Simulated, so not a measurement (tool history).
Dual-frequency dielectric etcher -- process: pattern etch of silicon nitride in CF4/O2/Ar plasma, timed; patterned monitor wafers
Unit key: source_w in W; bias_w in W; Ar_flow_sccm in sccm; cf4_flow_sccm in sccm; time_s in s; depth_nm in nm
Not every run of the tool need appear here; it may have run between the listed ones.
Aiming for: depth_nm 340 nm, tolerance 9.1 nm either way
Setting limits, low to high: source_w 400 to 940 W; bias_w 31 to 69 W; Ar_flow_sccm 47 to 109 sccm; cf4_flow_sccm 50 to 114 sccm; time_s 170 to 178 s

{"run": 1, "hour": 0.0, "source_w": 670, "bias_w": 50, "Ar_flow_sccm": 78, "cf4_flow_sccm": 82, "time_s": 170, "depth_nm": 442.34}
{"run": 2, "hour": 3.3, "source_w": 670, "bias_w": 50, "Ar_flow_sccm": 85, "cf4_flow_sccm": 82, "time_s": 170, "depth_nm": 434.86}
{"run": 3, "hour": 8.4, "source_w": 650, "bias_w": 50, "Ar_flow_sccm": 85, "cf4_flow_sccm": 82, "time_s": 170, "depth_nm": 430.07}
{"run": 4, "hour": 11.5, "source_w": 620, "bias_w": 50, "Ar_flow_sccm": 85, "cf4_flow_sccm": 82, "time_s": 170, "depth_nm": 413.58}
{"run": 5, "hour": 17.9, "source_w": 600, "bias_w": 50, "Ar_flow_sccm": 85, "cf4_flow_sccm": 82, "time_s": 170, "depth_nm": 407.58}
{"run": 6, "hour": 22.0, "source_w": 600, "bias_w": 50, "Ar_flow_sccm": 93, "cf4_flow_sccm": 82, "time_s": 170, "depth_nm": 398.4}
{"run": 7, "hour": 30.0, "source_w": 580, "bias_w": 50, "Ar_flow_sccm": 93, "cf4_flow_sccm": 82, "time_s": 170, "depth_nm": 393.17}
{"run": 8, "hour": 33.8, "source_w": 580, "bias_w": 50, "Ar_flow_sccm": 93, "cf4_flow_sccm": 82, "time_s": 170, "depth_nm": 391.81}
{"run": 9, "hour": 41.0, "source_w": 560, "bias_w": 50, "Ar_flow_sccm": 93, "cf4_flow_sccm": 82, "time_s": 170, "depth_nm": 383.25}
{"run": 10, "hour": 44.4, "source_w": 550, "bias_w": 50, "Ar_flow_sccm": 93, "cf4_flow_sccm": 82, "time_s": 170, "depth_nm": 381.61}
{"run": 11, "hour": 46.5, "source_w": 540, "bias_w": 50, "Ar_flow_sccm": 93, "cf4_flow_sccm": 82, "time_s": 170, "depth_nm": 374.47}
{"run": 12, "hour": 55.5, "source_w": 530, "bias_w": 50, "Ar_flow_sccm": 93, "cf4_flow_sccm": 82, "time_s": 170, "depth_nm": 371.27}
{"run": 13, "hour": 61.3, "source_w": 530, "bias_w": 50, "Ar_flow_sccm": 93, "cf4_flow_sccm": 82, "time_s": 170, "depth_nm": 373.5}

Of the 5 settings listed for the next run, only one would bring every result within its allowed miss of target. Which one?
{"run": "A", "hour": 67.1, "source_w": 430, "bias_w": 47, "Ar_flow_sccm": 88, "cf4_flow_sccm": 81, "time_s": 170, "depth_nm": "?"}
{"run": "B", "hour": 67.1, "source_w": 420, "bias_w": 48, "Ar_flow_sccm": 96, "cf4_flow_sccm": 84, "time_s": 170, "depth_nm": "?"}
{"run": "C", "hour": 67.1, "source_w": 450, "bias_w": 57, "Ar_flow_sccm": 99, "cf4_flow_sccm": 76, "time_s": 170, "depth_nm": "?"}
{"run": "D", "hour": 67.1, "source_w": 400, "bias_w": 43, "Ar_flow_sccm": 90, "cf4_flow_sccm": 77, "time_s": 178, "depth_nm": "?"}
{"run": "E", "hour": 67.1, "source_w": 460, "bias_w": 40, "Ar_flow_sccm": 81, "cf4_flow_sccm": 74, "time_s": 170, "depth_nm": "?"}

move=A depth_nm=326.84
move=B depth_nm=321.9
move=C depth_nm=344.98
move=D depth_nm=316.77
move=E depth_nm=325.12
A: takes the result that was furthest off past its target
B: takes the result that was furthest off past its target
C: each result inside its tolerance
D: takes the result that was furthest off past its target
E: takes the result that was furthest off past its target
Move C is the one to make.
